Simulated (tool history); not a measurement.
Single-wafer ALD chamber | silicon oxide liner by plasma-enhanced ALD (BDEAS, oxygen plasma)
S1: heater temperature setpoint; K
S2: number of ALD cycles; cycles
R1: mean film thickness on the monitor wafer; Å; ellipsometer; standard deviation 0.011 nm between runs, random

run,day,S1,S2,R1
1,0,593.15,46,40.678
2,0.296,593.15,43,37.961
3,0.6,593.15,46,40.688
4,0.917,593.15,52,46.163
5,1.254,593.15,47,41.673
6,1.3,597.15,47,41.4
7,1.375,597.15,50,44.145

Forecast run 8:
8,1.721,597.15,52,?

{"run 8": {"R1": 45.773}}
